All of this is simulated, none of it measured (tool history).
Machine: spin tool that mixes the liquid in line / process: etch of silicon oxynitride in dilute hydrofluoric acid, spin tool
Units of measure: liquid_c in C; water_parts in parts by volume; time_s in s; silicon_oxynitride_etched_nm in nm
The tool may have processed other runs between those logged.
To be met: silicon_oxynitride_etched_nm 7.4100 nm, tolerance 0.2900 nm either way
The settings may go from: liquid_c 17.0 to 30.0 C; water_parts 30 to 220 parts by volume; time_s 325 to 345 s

run 1 hour=0.0 | liquid_c=22.0 water_parts=125 time_s=325 | silicon_oxynitride_etched_nm=3.2488
run 2 hour=4.4 | liquid_c=23.0 water_parts=115 time_s=325 | silicon_oxynitride_etched_nm=3.6414
run 3 hour=7.4 | liquid_c=24.0 water_parts=105 time_s=325 | silicon_oxynitride_etched_nm=4.2926
run 4 hour=10.8 | liquid_c=24.0 water_parts=105 time_s=325 | silicon_oxynitride_etched_nm=4.2481
run 5 hour=16.3 | liquid_c=24.0 water_parts=120 time_s=325 | silicon_oxynitride_etched_nm=3.7121
run 6 hour=22.7 | liquid_c=24.0 water_parts=140 time_s=325 | silicon_oxynitride_etched_nm=3.1512
run 7 hour=29.9 | liquid_c=25.0 water_parts=130 time_s=325 | silicon_oxynitride_etched_nm=3.5534
run 8 hour=35.8 | liquid_c=25.5 water_parts=120 time_s=325 | silicon_oxynitride_etched_nm=3.9361
run 9 hour=38.9 | liquid_c=26.0 water_parts=110 time_s=325 | silicon_oxynitride_etched_nm=4.5636
run 10 hour=46.2 | liquid_c=26.5 water_parts=105 time_s=325 | silicon_oxynitride_etched_nm=4.8294
run 11 hour=51.9 | liquid_c=30.0 water_parts=65 time_s=325 | silicon_oxynitride_etched_nm=9.4514
run 12 hour=60.1 | liquid_c=30.0 water_parts=65 time_s=325 | silicon_oxynitride_etched_nm=9.6524
run 13 hour=61.7 | liquid_c=29.5 water_parts=65 time_s=325 | silicon_oxynitride_etched_nm=9.3660
run 14 hour=66.6 | liquid_c=29.0 water_parts=65 time_s=325 | silicon_oxynitride_etched_nm=8.9909
run 15 hour=68.5 | liquid_c=28.5 water_parts=65 time_s=325 | silicon_oxynitride_etched_nm=8.8964
run 16 hour=76.9 | liquid_c=28.0 water_parts=65 time_s=325 | silicon_oxynitride_etched_nm=8.6793
run 17 hour=84.5 | liquid_c=24.5 water_parts=70 time_s=325 | silicon_oxynitride_etched_nm=6.8649

Below are 5 possible settings for the next run. Only one of them brings all results inside the allowed miss of their targets. Which is it?
run A hour=92.1 | liquid_c=28.0 water_parts=85 time_s=345 | silicon_oxynitride_etched_nm=?
run B hour=92.1 | liquid_c=26.0 water_parts=75 time_s=330 | silicon_oxynitride_etched_nm=?
run C hour=92.1 | liquid_c=25.5 water_parts=75 time_s=325 | silicon_oxynitride_etched_nm=?
run D hour=92.1 | liquid_c=26.5 water_parts=70 time_s=325 | silicon_oxynitride_etched_nm=?
run E hour=92.1 | liquid_c=22.5 water_parts=70 time_s=345 | silicon_oxynitride_etched_nm=?

move=A silicon_oxynitride_etched_nm=7.0619
move=B silicon_oxynitride_etched_nm=7.0392
move=C silicon_oxynitride_etched_nm=6.7705
move=D silicon_oxynitride_etched_nm=7.6401
move=E silicon_oxynitride_etched_nm=6.6946
A: nearer than the last run, and not there yet
B: nearer than the last run, and not there yet
C: lands further from the targets than the last run did
D: all results land within tolerance of their targets
E: lands further from the targets than the last run did
D is the move that brings every result within its allowed miss.
